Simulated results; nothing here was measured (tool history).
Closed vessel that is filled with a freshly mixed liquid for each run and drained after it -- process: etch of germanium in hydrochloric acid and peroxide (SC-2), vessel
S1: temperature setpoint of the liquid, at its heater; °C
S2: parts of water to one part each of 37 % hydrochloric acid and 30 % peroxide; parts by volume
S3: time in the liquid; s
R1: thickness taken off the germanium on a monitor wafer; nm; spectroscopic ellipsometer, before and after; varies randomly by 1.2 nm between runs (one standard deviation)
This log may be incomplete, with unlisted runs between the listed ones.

{"run": 1, "hour": 0.0, "S1": 52, "S2": 11, "S3": 85, "R1": 184.19}
{"run": 2, "hour": 6.6, "S1": 52, "S2": 11, "S3": 95, "R1": 204.67}
{"run": 3, "hour": 8.0, "S1": 52.5, "S2": 11, "S3": 95, "R1": 207.22}
{"run": 4, "hour": 15.4, "S1": 52.5, "S2": 14.5, "S3": 95, "R1": 200.85}
{"run": 5, "hour": 20.4, "S1": 53.5, "S2": 14.5, "S3": 95, "R1": 206.6}
{"run": 6, "hour": 26.9, "S1": 53.5, "S2": 14.5, "S3": 85, "R1": 184.16}
{"run": 7, "hour": 33.3, "S1": 55, "S2": 14.5, "S3": 85, "R1": 192.61}
{"run": 8, "hour": 36.1, "S1": 56, "S2": 14.5, "S3": 85, "R1": 202.79}
{"run": 9, "hour": 38.4, "S1": 56.5, "S2": 14.5, "S3": 85, "R1": 200.18}
{"hour": 45.5, "done": "new drum of peroxide connected"}
{"run": 10, "hour": 45.5, "S1": 57.5, "S2": 14.5, "S3": 85, "R1": 211.57}
{"run": 11, "hour": 48.2, "S1": 58, "S2": 14.5, "S3": 85, "R1": 213.5}

Forecast run 12:
{"run": 12, "hour": 50.2, "S1": 58, "S2": 14.5, "S3": 85, "R1": "?"}

{"run 12": {"R1": 214.02}}
